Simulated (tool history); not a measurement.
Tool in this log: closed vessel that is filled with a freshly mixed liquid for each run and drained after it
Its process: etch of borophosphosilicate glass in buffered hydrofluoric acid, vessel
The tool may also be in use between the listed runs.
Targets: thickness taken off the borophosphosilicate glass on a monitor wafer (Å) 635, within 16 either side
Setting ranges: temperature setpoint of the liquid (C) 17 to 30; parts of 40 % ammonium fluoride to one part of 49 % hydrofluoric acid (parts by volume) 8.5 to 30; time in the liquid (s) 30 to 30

run	hour	temperature setpoint of the liquid (C)	parts of 40 % ammonium fluoride to one part of 49 % hydrofluoric acid (parts by volume)	time in the liquid (s)	thickness taken off the borophosphosilicate glass on a monitor wafer (Å)
1	0	22	23.5	30	230
2	6.5	22	27.5	30	206.12
3	7.4	23.5	27.5	30	223.63
4	13.7	20	27.5	30	182.97
5	21.9	23	21.5	30	258.11
# hour 28.5: thermometer replaced
6	28.5	25.5	17.5	30	401.05
7	34.4	27	17	30	449.22
8	43.2	28	16	30	500.85
9	48.5	28.5	15.5	30	536.15
10	56.2	30	12.5	30	710.06
11	57.2	28.5	12.5	30	654.81

5 candidate next runs follow, results not yet known. Just one meets every target within its allowed miss. Identify it.
A	58.2	29	14	30	?
B	58.2	27.5	11.5	30	?
C	58.2	27	12	30	?
D	58.2	29	12.5	30	?
E	58.2	29.5	12.5	30	?

move	thickness taken off the borophosphosilicate glass on a monitor wafer (Å)
A	598.82
B	671.35
C	627.08
D	669.37
E	687.09
A: the result that was furthest off in the last run now lies on the other side of its target
B: moves away from the targets compared with the last run
C: meets every target
D: moves away from the targets compared with the last run
E: moves away from the targets compared with the last run
Answer: C
